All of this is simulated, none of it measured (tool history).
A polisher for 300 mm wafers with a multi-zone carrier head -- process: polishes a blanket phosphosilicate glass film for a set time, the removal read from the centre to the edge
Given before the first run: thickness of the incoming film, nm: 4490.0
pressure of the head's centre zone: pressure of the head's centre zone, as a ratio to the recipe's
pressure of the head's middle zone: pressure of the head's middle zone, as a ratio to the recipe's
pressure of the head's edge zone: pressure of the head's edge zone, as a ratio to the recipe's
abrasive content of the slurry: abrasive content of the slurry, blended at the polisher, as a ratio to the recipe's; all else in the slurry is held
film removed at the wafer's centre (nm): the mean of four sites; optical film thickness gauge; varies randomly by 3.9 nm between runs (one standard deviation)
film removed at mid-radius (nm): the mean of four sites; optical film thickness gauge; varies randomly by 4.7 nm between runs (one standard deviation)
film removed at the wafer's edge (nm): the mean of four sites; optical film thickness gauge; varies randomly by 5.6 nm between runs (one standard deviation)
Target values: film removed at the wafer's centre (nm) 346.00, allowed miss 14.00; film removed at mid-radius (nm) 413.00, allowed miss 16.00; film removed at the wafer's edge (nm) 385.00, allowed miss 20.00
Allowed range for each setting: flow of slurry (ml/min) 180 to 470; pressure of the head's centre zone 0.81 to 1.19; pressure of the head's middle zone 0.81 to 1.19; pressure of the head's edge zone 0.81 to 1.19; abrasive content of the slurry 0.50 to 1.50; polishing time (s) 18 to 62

run,day,flow of slurry (ml/min),pressure of the head's centre zone,pressure of the head's middle zone,pressure of the head's edge zone,abrasive content of the slurry,polishing time (s),film removed at the wafer's centre (nm),film removed at mid-radius (nm),film removed at the wafer's edge (nm)
1,0.000,300,1.00,1.00,1.00,1.00,40,298.60,300.48,296.91
2,0.250,300,1.00,1.00,1.00,0.90,40,282.70,284.48,277.60
3,0.425,260,1.00,1.00,1.00,0.90,40,271.96,282.00,282.00
4,0.554,260,1.07,1.00,1.00,0.90,40,290.99,277.48,275.65
5,0.921,260,1.11,1.00,1.00,0.90,40,306.39,280.47,279.20
6,1.075,260,1.17,1.00,1.00,0.90,40,318.71,279.18,274.74
7,1.267,255,1.15,1.02,1.01,0.95,40,326.91,291.47,288.68
8,1.588,255,1.15,1.02,1.01,0.95,40,318.70,284.10,291.77
9,1.821,265,1.13,1.04,1.00,1.00,40,325.63,302.61,299.01
10,2.104,280,1.03,1.14,1.10,1.25,41,340.75,377.05,347.94
11,2.388,280,1.02,1.14,1.11,1.25,41,345.04,374.81,350.03
12,2.471,285,0.92,1.19,1.18,1.40,41,321.53,412.90,390.28
13,2.762,285,0.93,1.19,1.18,1.40,41,316.81,407.44,375.65
14,2.950,285,0.94,1.19,1.18,1.40,41,324.13,410.75,385.75
15,3.196,285,0.94,1.19,1.18,1.40,41,321.64,404.76,382.45
16,3.375,285,0.95,1.19,1.18,1.40,41,332.41,405.49,390.27

Which of these 4 next moves meets every target?
A,3.554,385,0.86,1.13,1.19,1.30,42,?,?,?
B,3.554,250,0.94,1.10,1.19,1.50,41,?,?,?
C,3.554,260,0.97,1.19,1.14,1.35,43,?,?,?
D,3.554,325,0.83,1.17,1.19,1.45,43,?,?,?

move,film removed at the wafer's centre (nm),film removed at mid-radius (nm),film removed at the wafer's edge (nm)
A,305.63,407.69,388.35
B,328.76,393.53,387.86
C,344.01,426.37,383.16
D,310.06,442.36,410.02
A: further off than the last run
B: further off than the last run
C: every result lands within tolerance
D: further off than the last run
C meets every target.

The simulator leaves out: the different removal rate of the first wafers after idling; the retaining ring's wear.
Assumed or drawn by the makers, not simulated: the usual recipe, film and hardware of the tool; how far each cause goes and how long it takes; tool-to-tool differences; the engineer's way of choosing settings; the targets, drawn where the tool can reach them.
